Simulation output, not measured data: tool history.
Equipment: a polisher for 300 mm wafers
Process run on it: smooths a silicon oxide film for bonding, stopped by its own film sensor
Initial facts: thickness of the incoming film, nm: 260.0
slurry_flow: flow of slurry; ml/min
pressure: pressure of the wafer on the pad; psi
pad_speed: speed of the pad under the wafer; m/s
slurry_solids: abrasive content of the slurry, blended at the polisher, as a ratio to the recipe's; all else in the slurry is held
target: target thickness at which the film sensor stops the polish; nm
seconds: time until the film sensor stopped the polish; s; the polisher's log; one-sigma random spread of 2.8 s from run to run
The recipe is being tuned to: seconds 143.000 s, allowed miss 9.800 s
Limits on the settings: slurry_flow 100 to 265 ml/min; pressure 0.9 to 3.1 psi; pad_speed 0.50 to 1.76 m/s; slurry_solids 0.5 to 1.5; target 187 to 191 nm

{"run": 1, "hour": 0.0, "slurry_flow": 170, "pressure": 2.0, "pad_speed": 1.12, "slurry_solids": 1.0, "target": 191, "seconds": 80.108}
{"run": 2, "hour": 8.1, "slurry_flow": 170, "pressure": 2.0, "pad_speed": 1.02, "slurry_solids": 1.0, "target": 191, "seconds": 84.547}
{"run": 3, "hour": 9.2, "slurry_flow": 185, "pressure": 2.0, "pad_speed": 1.02, "slurry_solids": 1.0, "target": 191, "seconds": 82.767}
{"run": 4, "hour": 11.2, "slurry_flow": 155, "pressure": 2.0, "pad_speed": 1.02, "slurry_solids": 1.0, "target": 191, "seconds": 84.251}
{"run": 5, "hour": 18.2, "slurry_flow": 155, "pressure": 2.0, "pad_speed": 1.02, "slurry_solids": 1.0, "target": 187, "seconds": 90.409}
{"run": 6, "hour": 19.7, "slurry_flow": 155, "pressure": 2.0, "pad_speed": 1.02, "slurry_solids": 1.2, "target": 187, "seconds": 83.446}
{"run": 7, "hour": 22.4, "slurry_flow": 155, "pressure": 1.4, "pad_speed": 0.9, "slurry_solids": 1.2, "target": 187, "seconds": 117.08}
{"run": 8, "hour": 25.8, "slurry_flow": 155, "pressure": 1.2, "pad_speed": 0.86, "slurry_solids": 1.2, "target": 187, "seconds": 131.36}
{"run": 9, "hour": 28.2, "slurry_flow": 155, "pressure": 1.2, "pad_speed": 0.86, "slurry_solids": 1.2, "target": 187, "seconds": 126.15}

5 candidate next runs follow, results not yet known. Just one meets every target within its allowed miss. Identify it.
{"run": "A", "hour": 30.6, "slurry_flow": 125, "pressure": 1.0, "pad_speed": 1.16, "slurry_solids": 1.1, "target": 191, "seconds": "?"}
{"run": "B", "hour": 30.6, "slurry_flow": 160, "pressure": 1.1, "pad_speed": 0.76, "slurry_solids": 1.3, "target": 187, "seconds": "?"}
{"run": "C", "hour": 30.6, "slurry_flow": 165, "pressure": 1.4, "pad_speed": 0.84, "slurry_solids": 1.3, "target": 190, "seconds": "?"}
{"run": "D", "hour": 30.6, "slurry_flow": 120, "pressure": 1.5, "pad_speed": 0.86, "slurry_solids": 1.4, "target": 187, "seconds": "?"}
{"run": "E", "hour": 30.6, "slurry_flow": 145, "pressure": 1.2, "pad_speed": 0.96, "slurry_solids": 1.2, "target": 188, "seconds": "?"}

move=A seconds=120.310
move=B seconds=141.460
move=C seconds=109.930
move=D seconds=110.340
move=E seconds=120.270
A: the biggest miss grows against the last run
B: in spec on every target
C: the biggest miss grows against the last run
D: the biggest miss grows against the last run
E: the biggest miss grows against the last run
B meets every target.
